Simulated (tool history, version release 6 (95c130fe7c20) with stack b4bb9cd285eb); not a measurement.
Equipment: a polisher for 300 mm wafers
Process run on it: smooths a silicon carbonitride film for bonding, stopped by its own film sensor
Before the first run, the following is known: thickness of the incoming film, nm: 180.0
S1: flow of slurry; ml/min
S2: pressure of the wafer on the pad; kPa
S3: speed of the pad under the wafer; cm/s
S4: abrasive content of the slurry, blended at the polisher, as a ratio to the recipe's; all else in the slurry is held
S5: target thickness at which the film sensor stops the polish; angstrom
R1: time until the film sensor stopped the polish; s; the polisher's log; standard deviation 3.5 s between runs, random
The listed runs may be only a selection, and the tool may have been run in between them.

Run 1, day 0.000: S1 130 ml/min, S2 17.9 kPa, S3 76 cm/s, S4 1.0, S5 1540 angstrom. Result: R1 114.39 s.
Run 2, day 0.338: S1 130 ml/min, S2 17.9 kPa, S3 76 cm/s, S4 1.0, S5 1540 angstrom. Result: R1 111.88 s.
Run 3, day 0.442: S1 130 ml/min, S2 15.2 kPa, S3 74 cm/s, S4 1.0, S5 1540 angstrom. Result: R1 131.55 s.
Run 4, day 0.788: S1 130 ml/min, S2 15.2 kPa, S3 82 cm/s, S4 1.0, S5 1540 angstrom. Result: R1 126.62 s.
Run 5, day 0.900: S1 130 ml/min, S2 13.1 kPa, S3 78 cm/s, S4 1.0, S5 1540 angstrom. Result: R1 154.43 s.
Run 6, day 1.121: S1 130 ml/min, S2 11.7 kPa, S3 78 cm/s, S4 1.0, S5 1540 angstrom. Result: R1 164.15 s.
Run 7, day 1.229: S1 125 ml/min, S2 8.3 kPa, S3 70 cm/s, S4 1.0, S5 1540 angstrom. Result: R1 254.10 s.

Expected results for the next run?
Run 8, day 1.292: S1 130 ml/min, S2 9.0 kPa, S3 70 cm/s, S4 1.0, S5 1540 angstrom. Result: R1 ?.

R1: 235.80 s

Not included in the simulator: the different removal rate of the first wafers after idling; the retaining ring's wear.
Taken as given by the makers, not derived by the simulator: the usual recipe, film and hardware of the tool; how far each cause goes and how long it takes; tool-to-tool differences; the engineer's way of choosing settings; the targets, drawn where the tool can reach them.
